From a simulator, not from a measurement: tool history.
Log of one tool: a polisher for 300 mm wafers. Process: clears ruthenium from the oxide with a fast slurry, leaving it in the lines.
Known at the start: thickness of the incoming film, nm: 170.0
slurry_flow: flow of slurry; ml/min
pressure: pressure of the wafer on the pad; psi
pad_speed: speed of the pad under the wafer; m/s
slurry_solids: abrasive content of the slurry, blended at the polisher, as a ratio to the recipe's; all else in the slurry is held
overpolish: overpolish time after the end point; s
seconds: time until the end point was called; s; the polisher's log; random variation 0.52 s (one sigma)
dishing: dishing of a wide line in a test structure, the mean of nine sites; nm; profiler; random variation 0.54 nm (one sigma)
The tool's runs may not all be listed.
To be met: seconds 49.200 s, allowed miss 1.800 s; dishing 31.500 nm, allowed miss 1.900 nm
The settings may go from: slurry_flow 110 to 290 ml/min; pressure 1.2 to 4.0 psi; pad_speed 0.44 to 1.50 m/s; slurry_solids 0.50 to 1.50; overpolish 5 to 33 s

{"run": 1, "hour": 0.0, "slurry_flow": 185, "pressure": 2.6, "pad_speed": 0.96, "slurry_solids": 1.0, "overpolish": 17, "seconds": 43.768, "dishing": 48.574}
{"run": 2, "hour": 6.5, "slurry_flow": 185, "pressure": 2.5, "pad_speed": 0.96, "slurry_solids": 1.0, "overpolish": 15, "seconds": 44.316, "dishing": 41.809}
{"run": 3, "hour": 11.4, "slurry_flow": 225, "pressure": 2.5, "pad_speed": 0.96, "slurry_solids": 1.0, "overpolish": 15, "seconds": 42.59, "dishing": 43.513}
{"run": 4, "hour": 19.2, "slurry_flow": 265, "pressure": 2.5, "pad_speed": 0.96, "slurry_solids": 1.0, "overpolish": 15, "seconds": 42.679, "dishing": 44.367}
{"run": 5, "hour": 22.9, "slurry_flow": 265, "pressure": 2.5, "pad_speed": 0.96, "slurry_solids": 1.0, "overpolish": 10, "seconds": 43.18, "dishing": 30.334}
{"run": 6, "hour": 25.0, "slurry_flow": 265, "pressure": 2.8, "pad_speed": 0.96, "slurry_solids": 1.0, "overpolish": 10, "seconds": 39.89, "dishing": 31.983}
{"run": 7, "hour": 29.9, "slurry_flow": 265, "pressure": 2.6, "pad_speed": 0.96, "slurry_solids": 1.0, "overpolish": 10, "seconds": 41.439, "dishing": 31.976}
{"run": 8, "hour": 36.7, "slurry_flow": 265, "pressure": 2.5, "pad_speed": 0.96, "slurry_solids": 1.0, "overpolish": 10, "seconds": 41.766, "dishing": 30.527}
{"run": 9, "hour": 45.4, "slurry_flow": 230, "pressure": 2.1, "pad_speed": 0.94, "slurry_solids": 1.0, "overpolish": 15, "seconds": 49.333, "dishing": 38.645}
{"run": 10, "hour": 47.4, "slurry_flow": 230, "pressure": 2.1, "pad_speed": 0.94, "slurry_solids": 1.0, "overpolish": 14, "seconds": 50.076, "dishing": 36.919}
{"run": 11, "hour": 54.0, "slurry_flow": 230, "pressure": 2.1, "pad_speed": 0.94, "slurry_solids": 1.0, "overpolish": 13, "seconds": 49.385, "dishing": 33.745}

4 next moves are on the table. One of them brings every result within its allowed miss. Which?
{"run": "A", "hour": 60.6, "slurry_flow": 225, "pressure": 2.1, "pad_speed": 0.84, "slurry_solids": 1.15, "overpolish": 15, "seconds": "?", "dishing": "?"}
{"run": "B", "hour": 60.6, "slurry_flow": 270, "pressure": 2.3, "pad_speed": 0.98, "slurry_solids": 0.8, "overpolish": 12, "seconds": "?", "dishing": "?"}
{"run": "C", "hour": 60.6, "slurry_flow": 205, "pressure": 2.2, "pad_speed": 1.12, "slurry_solids": 0.75, "overpolish": 16, "seconds": "?", "dishing": "?"}
{"run": "D", "hour": 60.6, "slurry_flow": 270, "pressure": 2.0, "pad_speed": 0.82, "slurry_solids": 1.25, "overpolish": 14, "seconds": "?", "dishing": "?"}

move=A seconds=50.807 dishing=37.474
move=B seconds=49.364 dishing=31.494
move=C seconds=47.893 dishing=41.766
move=D seconds=50.433 dishing=35.480
A: further off than the last run
B: meets every target
C: further off than the last run
D: further off than the last run
Answer: B
